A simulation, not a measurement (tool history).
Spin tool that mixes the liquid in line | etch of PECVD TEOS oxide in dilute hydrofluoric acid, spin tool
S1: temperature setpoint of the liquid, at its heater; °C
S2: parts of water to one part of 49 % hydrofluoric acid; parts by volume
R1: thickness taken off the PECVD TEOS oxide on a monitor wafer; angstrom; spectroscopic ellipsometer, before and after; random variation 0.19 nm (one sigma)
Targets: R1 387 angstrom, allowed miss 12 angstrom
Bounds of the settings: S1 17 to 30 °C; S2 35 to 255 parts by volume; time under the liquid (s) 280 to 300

{"run": 1, "hour": 0.0, "S1": 22, "S2": 145, "time under the liquid (s)": 280, "R1": 256.12}
{"run": 2, "hour": 3.2, "S1": 22, "S2": 175, "time under the liquid (s)": 280, "R1": 206.21}
{"run": 3, "hour": 5.3, "S1": 20.5, "S2": 175, "time under the liquid (s)": 280, "R1": 196.51}
{"run": 4, "hour": 12.1, "S1": 20.5, "S2": 125, "time under the liquid (s)": 280, "R1": 289.02}
{"run": 5, "hour": 20.0, "S1": 21.5, "S2": 125, "time under the liquid (s)": 280, "R1": 302.56}
{"run": 6, "hour": 27.4, "S1": 22.5, "S2": 125, "time under the liquid (s)": 280, "R1": 311.03}
{"run": 7, "hour": 29.6, "S1": 23, "S2": 125, "time under the liquid (s)": 280, "R1": 319.39}
{"run": 8, "hour": 38.3, "S1": 23.5, "S2": 125, "time under the liquid (s)": 280, "R1": 326.01}
{"run": 9, "hour": 42.1, "S1": 24, "S2": 125, "time under the liquid (s)": 280, "R1": 331.52}
{"run": 10, "hour": 46.3, "S1": 24.5, "S2": 125, "time under the liquid (s)": 280, "R1": 336.88}
{"run": 11, "hour": 55.2, "S1": 25, "S2": 125, "time under the liquid (s)": 280, "R1": 341.33}
{"run": 12, "hour": 61.5, "S1": 25.5, "S2": 125, "time under the liquid (s)": 280, "R1": 351.88}
{"run": 13, "hour": 63.4, "S1": 26, "S2": 125, "time under the liquid (s)": 280, "R1": 358.81}
{"hour": 64.3, "done": "thermometer replaced"}
{"run": 14, "hour": 64.3, "S1": 27, "S2": 125, "time under the liquid (s)": 280, "R1": 347.17}
{"run": 15, "hour": 65.5, "S1": 27.5, "S2": 125, "time under the liquid (s)": 280, "R1": 348.13}

Which of these 5 next moves meets every target?
{"run": "A", "hour": 66.7, "S1": 26.5, "S2": 140, "time under the liquid (s)": 280, "R1": "?"}
{"run": "B", "hour": 66.7, "S1": 22, "S2": 120, "time under the liquid (s)": 280, "R1": "?"}
{"run": "C", "hour": 66.7, "S1": 25, "S2": 130, "time under the liquid (s)": 300, "R1": "?"}
{"run": "D", "hour": 66.7, "S1": 27, "S2": 115, "time under the liquid (s)": 285, "R1": "?"}
{"run": "E", "hour": 66.7, "S1": 28.5, "S2": 130, "time under the liquid (s)": 285, "R1": "?"}

move=A R1=297.6
move=B R1=298.72
move=C R1=328.34
move=D R1=387.8
move=E R1=355.97
A: further off than the last run
B: further off than the last run
C: further off than the last run
D: meets every target
E: nearer than the last run, and not there yet
Move D is the one to make.
